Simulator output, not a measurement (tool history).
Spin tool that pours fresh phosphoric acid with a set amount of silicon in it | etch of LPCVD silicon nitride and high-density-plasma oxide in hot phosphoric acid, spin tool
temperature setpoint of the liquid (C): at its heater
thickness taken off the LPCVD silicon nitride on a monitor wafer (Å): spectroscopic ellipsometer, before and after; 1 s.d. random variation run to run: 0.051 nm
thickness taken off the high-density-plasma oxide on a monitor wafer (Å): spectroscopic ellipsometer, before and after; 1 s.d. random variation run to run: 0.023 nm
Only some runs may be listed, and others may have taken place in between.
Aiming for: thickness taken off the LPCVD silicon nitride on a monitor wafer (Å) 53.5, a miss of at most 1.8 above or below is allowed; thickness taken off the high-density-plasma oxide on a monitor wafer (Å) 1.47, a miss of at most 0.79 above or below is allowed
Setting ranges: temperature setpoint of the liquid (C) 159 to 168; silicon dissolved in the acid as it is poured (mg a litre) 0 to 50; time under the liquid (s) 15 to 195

| run | hour | temperature setpoint of the liquid (C) | silicon dissolved in the acid as it is poured (mg a litre) | time under the liquid (s) | thickness taken off the LPCVD silicon nitride on a monitor wafer (Å) | thickness taken off the high-density-plasma oxide on a monitor wafer (Å) |
|---|---|---|---|---|---|---|
| 1 | 0 | 164 | 29 | 100 | 98.414 | 2.4918 |
| 2 | 1.2 | 164 | 37 | 100 | 97.082 | 1.2973 |
| 3 | 2.5 | 162.5 | 37 | 100 | 92.275 | 1.1557 |
| 4 | 10.9 | 162.5 | 25.5 | 100 | 94.884 | 1.9137 |
| 5 | 11.7 | 162.5 | 15 | 100 | 92.949 | 2.5217 |
| 6 | 15.7 | 162.5 | 15 | 85 | 79.483 | 2.5691 |
| 7 | 22.8 | 162 | 15 | 80 | 72.428 | 2.1936 |
| 8 | 26.6 | 161.5 | 14.5 | 75 | 67.485 | 2.0406 |
| 9 | 35.4 | 161 | 14.5 | 70 | 61.089 | 1.8317 |
| 10 | 39.3 | 160.5 | 14.5 | 70 | 61.397 | 1.2557 |
| 11 | 42.1 | 160.5 | 12 | 70 | 59.911 | 1.6887 |
| 12 | 49 | 160 | 11 | 70 | 58.687 | 1.8802 |
| 13 | 53.9 | 159 | 16 | 60 | 49.113 | 1.2739 |

Next run, 5 choices. One meets every target within its allowed miss, the rest don't. Which?
| A | 58.8 | 159 | 11 | 60 | ? | ? |
| B | 58.8 | 160 | 25.5 | 55 | ? | ? |
| C | 58.8 | 159 | 11 | 65 | ? | ? |
| D | 58.8 | 159.5 | 9.5 | 60 | ? | ? |
| E | 58.8 | 159 | 7.5 | 60 | ? | ? |

| move | thickness taken off the LPCVD silicon nitride on a monitor wafer (Å) | thickness taken off the high-density-plasma oxide on a monitor wafer (Å) |
|---|---|---|
| A | 48.623 | 1.234 |
| B | 46.118 | 0.8177 |
| C | 52.675 | 1.3368 |
| D | 49.461 | 1.3251 |
| E | 48.623 | 1.3321 |
A: further off than the last run
B: further off than the last run
C: all results land within tolerance of their targets
D: nearer than the last run, and not there yet
E: further off than the last run
Answer: C

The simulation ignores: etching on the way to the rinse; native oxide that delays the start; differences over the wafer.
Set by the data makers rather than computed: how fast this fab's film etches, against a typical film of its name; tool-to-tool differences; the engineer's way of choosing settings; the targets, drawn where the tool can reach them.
